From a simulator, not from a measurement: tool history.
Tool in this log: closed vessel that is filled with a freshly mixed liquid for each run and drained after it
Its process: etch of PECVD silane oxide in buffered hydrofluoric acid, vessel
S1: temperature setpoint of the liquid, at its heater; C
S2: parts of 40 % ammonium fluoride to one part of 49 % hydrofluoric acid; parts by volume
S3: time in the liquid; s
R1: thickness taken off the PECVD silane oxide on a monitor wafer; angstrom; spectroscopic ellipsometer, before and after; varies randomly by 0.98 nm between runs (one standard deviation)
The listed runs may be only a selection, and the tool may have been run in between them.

| run | hour | S1 | S2 | S3 | R1 |
|---|---|---|---|---|---|
| 1 | 0.0 | 21.0 | 22.5 | 95 | 918.64 |
| 2 | 7.6 | 22.5 | 22.5 | 95 | 1007.00 |
| 3 | 11.1 | 21.0 | 22.5 | 95 | 922.11 |
| 4 | 12.4 | 22.5 | 22.5 | 95 | 1002.30 |
| 5 | 19.2 | 23.5 | 22.5 | 95 | 1059.20 |
| 6 | 27.0 | 23.5 | 22.5 | 100 | 1115.70 |
| 7 | 31.6 | 24.5 | 22.5 | 100 | 1157.70 |

What does the tool deliver on the next run?
| 8 | 35.3 | 25.5 | 22.0 | 100 | ? |

Run 8 gave R1 1254.30 angstrom.

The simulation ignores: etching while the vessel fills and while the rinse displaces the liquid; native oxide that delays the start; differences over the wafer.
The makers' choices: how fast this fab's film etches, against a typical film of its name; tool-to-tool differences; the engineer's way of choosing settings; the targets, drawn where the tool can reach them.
